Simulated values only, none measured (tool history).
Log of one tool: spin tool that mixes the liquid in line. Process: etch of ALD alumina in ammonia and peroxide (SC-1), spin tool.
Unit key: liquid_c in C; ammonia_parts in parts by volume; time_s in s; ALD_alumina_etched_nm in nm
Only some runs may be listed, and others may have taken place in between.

run,hour,liquid_c,ammonia_parts,time_s,ALD_alumina_etched_nm
1,0,62,0.45,290,18.042
2,7.9,55,0.45,290,12.538
3,11.7,49.5,0.45,290,9.3428
4,15.7,49.5,0.45,315,10.165
5,19.6,49.5,0.45,315,10.077
6,21.3,54.5,0.45,315,13.25
7,25,58,0.45,315,15.9
8,31,60.5,0.45,315,18.131

Expected results for the next run?
9,38,62,0.45,315,?

ALD_alumina_etched_nm: 19.572 nm

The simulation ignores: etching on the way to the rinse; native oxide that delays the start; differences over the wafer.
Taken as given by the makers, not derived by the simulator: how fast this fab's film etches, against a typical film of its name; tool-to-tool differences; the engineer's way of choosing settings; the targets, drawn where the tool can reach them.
